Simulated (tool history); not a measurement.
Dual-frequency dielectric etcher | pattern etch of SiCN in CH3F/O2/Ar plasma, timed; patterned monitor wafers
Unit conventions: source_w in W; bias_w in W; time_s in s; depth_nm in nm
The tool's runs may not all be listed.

run 1 hour=0 | source_w=290 bias_w=97 time_s=109.5 | depth_nm=39.769
run 2 hour=4 | source_w=290 bias_w=108 time_s=109.5 | depth_nm=40.629
run 3 hour=9.7 | source_w=270 bias_w=106 time_s=109.5 | depth_nm=39.824
run 4 hour=14 | source_w=270 bias_w=106 time_s=114 | depth_nm=41.483
run 5 hour=15.2 | source_w=260 bias_w=103 time_s=113.5 | depth_nm=40.159
run 6 hour=23.7 | source_w=250 bias_w=102 time_s=113.5 | depth_nm=39.751

What does the tool deliver on the next run?
run 7 hour=30.4 | source_w=240 bias_w=100 time_s=113.5 | depth_nm=?

Logged for run 7: depth_nm 38.688 nm.
